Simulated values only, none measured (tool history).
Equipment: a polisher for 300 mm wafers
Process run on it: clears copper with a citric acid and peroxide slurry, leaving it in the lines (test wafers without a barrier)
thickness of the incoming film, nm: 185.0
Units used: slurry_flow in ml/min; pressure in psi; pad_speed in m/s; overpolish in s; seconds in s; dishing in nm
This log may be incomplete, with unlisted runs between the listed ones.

{"run": 1, "hour": 0.0, "slurry_flow": 310, "pressure": 2.0, "pad_speed": 1.18, "slurry_solids": 1.0, "overpolish": 9, "seconds": 129.11, "dishing": 12.174}
{"run": 2, "hour": 5.4, "slurry_flow": 310, "pressure": 2.0, "pad_speed": 1.18, "slurry_solids": 1.0, "overpolish": 7, "seconds": 128.56, "dishing": 9.6176}
{"run": 3, "hour": 8.6, "slurry_flow": 310, "pressure": 2.4, "pad_speed": 1.18, "slurry_solids": 1.0, "overpolish": 7, "seconds": 114.87, "dishing": 10.851}
{"run": 4, "hour": 14.0, "slurry_flow": 310, "pressure": 2.2, "pad_speed": 1.14, "slurry_solids": 1.0, "overpolish": 6, "seconds": 125.93, "dishing": 8.6064}
{"run": 5, "hour": 20.7, "slurry_flow": 310, "pressure": 2.2, "pad_speed": 1.14, "slurry_solids": 0.8, "overpolish": 6, "seconds": 127.21, "dishing": 8.3237}
{"run": 6, "hour": 26.7, "slurry_flow": 310, "pressure": 2.2, "pad_speed": 1.14, "slurry_solids": 0.95, "overpolish": 6, "seconds": 126.11, "dishing": 8.4102}
{"run": 7, "hour": 32.4, "slurry_flow": 310, "pressure": 2.0, "pad_speed": 1.12, "slurry_solids": 0.95, "overpolish": 6, "seconds": 134.92, "dishing": 7.8323}
{"run": 8, "hour": 38.4, "slurry_flow": 310, "pressure": 1.9, "pad_speed": 1.1, "slurry_solids": 0.95, "overpolish": 6, "seconds": 141.56, "dishing": 7.2449}
{"run": 9, "hour": 44.1, "slurry_flow": 310, "pressure": 1.8, "pad_speed": 1.08, "slurry_solids": 0.95, "overpolish": 6, "seconds": 149.98, "dishing": 7.2452}

Run 10 has not been measured yet. What should we expect?
{"run": 10, "hour": 51.5, "slurry_flow": 245, "pressure": 2.1, "pad_speed": 0.74, "slurry_solids": 0.7, "overpolish": 3, "seconds": "?", "dishing": "?"}

Run 10 gave seconds 196.63 s, dishing 2.8914 nm.
